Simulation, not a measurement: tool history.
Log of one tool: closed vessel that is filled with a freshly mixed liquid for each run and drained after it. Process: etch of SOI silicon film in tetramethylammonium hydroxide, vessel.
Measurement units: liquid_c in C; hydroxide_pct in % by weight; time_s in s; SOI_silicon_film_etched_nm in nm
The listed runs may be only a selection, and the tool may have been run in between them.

| run | day | liquid_c | hydroxide_pct | time_s | SOI_silicon_film_etched_nm |
|---|---|---|---|---|---|
| 1 | 0.000 | 70.0 | 11.5 | 85 | 617.65 |
| 2 | 0.121 | 70.0 | 11.5 | 85 | 619.97 |
| 3 | 0.196 | 73.5 | 11.5 | 85 | 751.79 |
| 4 | 0.467 | 74.0 | 11.5 | 85 | 774.63 |
| 5 | 0.708 | 74.0 | 11.5 | 85 | 773.18 |
| 6 | 0.925 | 74.5 | 11.5 | 85 | 807.01 |
| 7 | 1.125 | 75.0 | 11.5 | 85 | 824.29 |

Run 8, settings as shown, results not yet in. Your forecast:
| 8 | 1.354 | 75.5 | 11.5 | 85 | ? |

{"run 8": {"SOI_silicon_film_etched_nm": 843.42}}
